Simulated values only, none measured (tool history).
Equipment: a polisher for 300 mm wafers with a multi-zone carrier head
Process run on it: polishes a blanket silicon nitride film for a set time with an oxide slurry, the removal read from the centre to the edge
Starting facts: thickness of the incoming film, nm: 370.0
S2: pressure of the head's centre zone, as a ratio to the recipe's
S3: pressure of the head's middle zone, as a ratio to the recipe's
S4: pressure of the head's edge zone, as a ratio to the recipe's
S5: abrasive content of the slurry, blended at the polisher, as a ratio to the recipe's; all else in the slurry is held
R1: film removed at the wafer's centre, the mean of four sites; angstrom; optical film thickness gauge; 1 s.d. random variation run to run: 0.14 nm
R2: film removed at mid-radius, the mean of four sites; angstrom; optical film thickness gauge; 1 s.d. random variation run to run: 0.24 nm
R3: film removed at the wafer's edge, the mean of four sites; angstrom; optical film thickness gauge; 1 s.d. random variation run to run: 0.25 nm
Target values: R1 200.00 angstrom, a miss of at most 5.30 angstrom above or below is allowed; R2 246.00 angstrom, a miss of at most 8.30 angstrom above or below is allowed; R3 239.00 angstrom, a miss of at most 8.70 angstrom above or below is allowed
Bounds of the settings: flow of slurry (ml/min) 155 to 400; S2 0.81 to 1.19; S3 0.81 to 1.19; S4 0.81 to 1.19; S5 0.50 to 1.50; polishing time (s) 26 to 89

{"run": 1, "day": 0.0, "flow of slurry (ml/min)": 255, "S2": 1.0, "S3": 1.0, "S4": 1.0, "S5": 1.0, "polishing time (s)": 57, "R1": 332.97, "R2": 341.66, "R3": 330.37}
{"run": 2, "day": 0.246, "flow of slurry (ml/min)": 245, "S2": 0.95, "S3": 0.99, "S4": 0.99, "S5": 0.85, "polishing time (s)": 56, "R1": 285.48, "R2": 294.9, "R3": 291.12}
{"run": 3, "day": 0.429, "flow of slurry (ml/min)": 230, "S2": 0.91, "S3": 1.01, "S4": 1.01, "S5": 0.8, "polishing time (s)": 56, "R1": 260.31, "R2": 282.92, "R3": 279.65}
{"run": 4, "day": 0.475, "flow of slurry (ml/min)": 230, "S2": 0.91, "S3": 0.96, "S4": 1.01, "S5": 0.8, "polishing time (s)": 56, "R1": 252.77, "R2": 275.85, "R3": 277.25}
{"run": 5, "day": 0.783, "flow of slurry (ml/min)": 230, "S2": 0.91, "S3": 0.96, "S4": 1.01, "S5": 0.9, "polishing time (s)": 56, "R1": 278.12, "R2": 300.79, "R3": 297.33}
{"run": 6, "day": 0.946, "flow of slurry (ml/min)": 220, "S2": 0.88, "S3": 0.99, "S4": 1.02, "S5": 0.8, "polishing time (s)": 56, "R1": 248.05, "R2": 281.49, "R3": 275.54}
{"run": 7, "day": 1.242, "flow of slurry (ml/min)": 210, "S2": 0.86, "S3": 0.99, "S4": 1.02, "S5": 0.75, "polishing time (s)": 56, "R1": 227.5, "R2": 261.21, "R3": 263.49}
{"run": 8, "day": 1.458, "flow of slurry (ml/min)": 200, "S2": 0.85, "S3": 1.01, "S4": 1.01, "S5": 0.75, "polishing time (s)": 56, "R1": 223.81, "R2": 272.19, "R3": 260.7}
{"run": 9, "day": 1.512, "flow of slurry (ml/min)": 195, "S2": 0.84, "S3": 0.99, "S4": 1.0, "S5": 0.75, "polishing time (s)": 56, "R1": 220.52, "R2": 263.09, "R3": 261.64}
{"run": 10, "day": 1.825, "flow of slurry (ml/min)": 195, "S2": 0.84, "S3": 1.0, "S4": 0.99, "S5": 0.7, "polishing time (s)": 56, "R1": 208.37, "R2": 250.31, "R3": 244.02}
{"run": 11, "day": 1.896, "flow of slurry (ml/min)": 185, "S2": 0.84, "S3": 1.0, "S4": 0.99, "S5": 0.7, "polishing time (s)": 56, "R1": 211.05, "R2": 251.05, "R3": 242.39}
{"run": 12, "day": 2.146, "flow of slurry (ml/min)": 180, "S2": 0.83, "S3": 1.0, "S4": 0.99, "S5": 0.7, "polishing time (s)": 56, "R1": 208.34, "R2": 248.67, "R3": 241.31}

Consider the 5 candidate settings below. Which is the only one whose results all fall within their allowed miss of target?
{"run": "A", "day": 2.396, "flow of slurry (ml/min)": 185, "S2": 0.84, "S3": 0.99, "S4": 0.97, "S5": 0.7, "polishing time (s)": 56, "R1": "?", "R2": "?", "R3": "?"}
{"run": "B", "day": 2.396, "flow of slurry (ml/min)": 170, "S2": 0.82, "S3": 1.05, "S4": 0.94, "S5": 0.75, "polishing time (s)": 55, "R1": "?", "R2": "?", "R3": "?"}
{"run": "C", "day": 2.396, "flow of slurry (ml/min)": 155, "S2": 0.87, "S3": 0.94, "S4": 1.01, "S5": 1.1, "polishing time (s)": 42, "R1": "?", "R2": "?", "R3": "?"}
{"run": "D", "day": 2.396, "flow of slurry (ml/min)": 160, "S2": 0.81, "S3": 0.96, "S4": 0.92, "S5": 0.55, "polishing time (s)": 72, "R1": "?", "R2": "?", "R3": "?"}
{"run": "E", "day": 2.396, "flow of slurry (ml/min)": 180, "S2": 0.91, "S3": 1.04, "S4": 0.95, "S5": 0.65, "polishing time (s)": 58, "R1": "?", "R2": "?", "R3": "?"}

move=A R1=208.45 R2=249.84 R3=240.77
move=B R1=209.40 R2=270.50 R3=244.76
move=C R1=215.14 R2=238.85 R3=246.47
move=D R1=200.71 R2=243.72 R3=236.22
move=E R1=218.61 R2=251.89 R3=230.69
A: just as far off the targets as the last run
B: further off than the last run
C: further off than the last run
D: in spec on every target
E: further off than the last run
Correct choice: D, which meets every target
